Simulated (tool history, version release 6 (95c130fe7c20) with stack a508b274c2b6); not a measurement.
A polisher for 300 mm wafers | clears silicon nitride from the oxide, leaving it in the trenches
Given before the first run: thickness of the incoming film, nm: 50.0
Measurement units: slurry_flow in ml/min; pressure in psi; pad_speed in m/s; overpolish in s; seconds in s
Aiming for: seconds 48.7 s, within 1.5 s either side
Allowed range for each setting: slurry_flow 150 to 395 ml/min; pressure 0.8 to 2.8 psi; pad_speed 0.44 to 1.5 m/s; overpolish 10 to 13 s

{"run": 1, "hour": 0.0, "slurry_flow": 250, "pressure": 1.8, "pad_speed": 0.96, "overpolish": 13, "seconds": 88.476}
{"run": 2, "hour": 8.3, "slurry_flow": 250, "pressure": 2.1, "pad_speed": 0.96, "overpolish": 13, "seconds": 79.251}
{"run": 3, "hour": 9.3, "slurry_flow": 250, "pressure": 2.2, "pad_speed": 0.98, "overpolish": 13, "seconds": 72.835}
{"run": 4, "hour": 12.6, "slurry_flow": 250, "pressure": 2.2, "pad_speed": 0.98, "overpolish": 10, "seconds": 73.641}
{"run": 5, "hour": 13.2, "slurry_flow": 250, "pressure": 2.3, "pad_speed": 1, "overpolish": 10, "seconds": 68.798}
{"run": 6, "hour": 22.2, "slurry_flow": 250, "pressure": 1.9, "pad_speed": 1, "overpolish": 10, "seconds": 80.881}
{"run": 7, "hour": 30.2, "slurry_flow": 250, "pressure": 2, "pad_speed": 1.02, "overpolish": 10, "seconds": 76.559}
{"run": 8, "hour": 37.7, "slurry_flow": 265, "pressure": 2.5, "pad_speed": 1.1, "overpolish": 10, "seconds": 57.884}
{"run": 9, "hour": 44.5, "slurry_flow": 265, "pressure": 2.7, "pad_speed": 1.14, "overpolish": 10, "seconds": 52.139}

Pick the move, out of 4, that brings all results within their allowed miss; only one does.
{"run": "A", "hour": 51.3, "slurry_flow": 255, "pressure": 2.4, "pad_speed": 1.1, "overpolish": 13, "seconds": "?"}
{"run": "B", "hour": 51.3, "slurry_flow": 300, "pressure": 2.5, "pad_speed": 1.18, "overpolish": 13, "seconds": "?"}
{"run": "C", "hour": 51.3, "slurry_flow": 290, "pressure": 2.6, "pad_speed": 1.12, "overpolish": 10, "seconds": "?"}
{"run": "D", "hour": 51.3, "slurry_flow": 285, "pressure": 2.3, "pad_speed": 1.4, "overpolish": 13, "seconds": "?"}

move=A seconds=60.689
move=B seconds=53.811
move=C seconds=54.925
move=D seconds=49.126
A: misses by more than the last run did
B: misses by more than the last run did
C: misses by more than the last run did
D: in spec on every target
Answer: D
